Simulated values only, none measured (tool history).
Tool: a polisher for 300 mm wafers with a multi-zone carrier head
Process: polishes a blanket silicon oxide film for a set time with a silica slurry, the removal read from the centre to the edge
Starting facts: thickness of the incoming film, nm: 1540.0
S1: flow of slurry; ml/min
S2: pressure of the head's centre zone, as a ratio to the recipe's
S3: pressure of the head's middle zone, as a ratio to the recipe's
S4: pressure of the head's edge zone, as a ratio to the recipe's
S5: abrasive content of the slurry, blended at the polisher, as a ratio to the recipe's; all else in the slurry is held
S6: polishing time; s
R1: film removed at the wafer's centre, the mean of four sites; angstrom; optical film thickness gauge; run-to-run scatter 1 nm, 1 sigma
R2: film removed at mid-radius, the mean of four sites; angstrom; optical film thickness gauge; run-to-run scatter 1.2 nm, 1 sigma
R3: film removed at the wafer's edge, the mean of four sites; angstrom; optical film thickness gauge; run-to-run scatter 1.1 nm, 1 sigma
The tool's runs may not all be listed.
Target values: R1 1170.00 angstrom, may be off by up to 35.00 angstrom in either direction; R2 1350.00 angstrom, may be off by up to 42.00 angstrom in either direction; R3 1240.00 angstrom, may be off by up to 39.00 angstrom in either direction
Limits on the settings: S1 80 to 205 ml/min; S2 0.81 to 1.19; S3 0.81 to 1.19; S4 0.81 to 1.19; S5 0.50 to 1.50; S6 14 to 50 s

{"run": 1, "hour": 0.0, "S1": 135, "S2": 1.0, "S3": 1.0, "S4": 1.0, "S5": 1.0, "S6": 32, "R1": 892.67, "R2": 874.38, "R3": 877.39}
{"run": 2, "hour": 7.0, "S1": 145, "S2": 0.99, "S3": 1.04, "S4": 1.04, "S5": 1.1, "S6": 32, "R1": 940.58, "R2": 970.21, "R3": 961.22}
{"run": 3, "hour": 13.9, "S1": 145, "S2": 0.92, "S3": 1.04, "S4": 1.04, "S5": 1.1, "S6": 32, "R1": 892.85, "R2": 972.03, "R3": 953.19}
{"run": 4, "hour": 19.3, "S1": 145, "S2": 0.92, "S3": 1.04, "S4": 1.04, "S5": 1.1, "S6": 28, "R1": 780.56, "R2": 857.04, "R3": 838.88}
{"run": 5, "hour": 23.1, "S1": 145, "S2": 0.92, "S3": 1.08, "S4": 1.04, "S5": 1.1, "S6": 28, "R1": 770.81, "R2": 873.06, "R3": 829.28}
{"run": 6, "hour": 31.8, "S1": 155, "S2": 0.94, "S3": 1.1, "S4": 1.06, "S5": 1.2, "S6": 29, "R1": 870.26, "R2": 972.29, "R3": 932.5}
{"run": 7, "hour": 40.0, "S1": 165, "S2": 0.94, "S3": 1.12, "S4": 1.06, "S5": 1.25, "S6": 30, "R1": 930.61, "R2": 1063.6, "R3": 999.01}
{"run": 8, "hour": 40.9, "S1": 165, "S2": 0.94, "S3": 1.12, "S4": 1.06, "S5": 1.25, "S6": 30, "R1": 932.81, "R2": 1072.3, "R3": 978.83}
{"run": 9, "hour": 46.2, "S1": 185, "S2": 0.97, "S3": 1.17, "S4": 1.16, "S5": 1.5, "S6": 32, "R1": 1153.3, "R2": 1321.9, "R3": 1212.6}

Next run, 5 choices. One meets every target within its allowed miss, the rest don't. Which?
{"run": "A", "hour": 51.5, "S1": 180, "S2": 0.88, "S3": 1.15, "S4": 1.19, "S5": 1.4, "S6": 35, "R1": "?", "R2": "?", "R3": "?"}
{"run": "B", "hour": 51.5, "S1": 185, "S2": 0.95, "S3": 1.16, "S4": 1.11, "S5": 1.5, "S6": 33, "R1": "?", "R2": "?", "R3": "?"}
{"run": "C", "hour": 51.5, "S1": 190, "S2": 1.0, "S3": 1.14, "S4": 1.17, "S5": 1.5, "S6": 31, "R1": "?", "R2": "?", "R3": "?"}
{"run": "D", "hour": 51.5, "S1": 175, "S2": 0.92, "S3": 1.12, "S4": 1.19, "S5": 1.5, "S6": 34, "R1": "?", "R2": "?", "R3": "?"}
{"run": "E", "hour": 51.5, "S1": 195, "S2": 0.96, "S3": 1.08, "S4": 1.12, "S5": 1.45, "S6": 32, "R1": "?", "R2": "?", "R3": "?"}

move=A R1=1121.80 R2=1363.80 R3=1319.10
move=B R1=1183.20 R2=1339.60 R3=1240.00
move=C R1=1175.80 R2=1245.80 R3=1200.90
move=D R1=1167.80 R2=1329.70 R3=1316.00
move=E R1=1153.00 R2=1219.30 R3=1199.20
A: takes the biggest miss from the last run beyond its target
B: all results in spec
C: the biggest miss grows against the last run
D: takes the biggest miss from the last run beyond its target
E: the biggest miss grows against the last run
B meets every target.
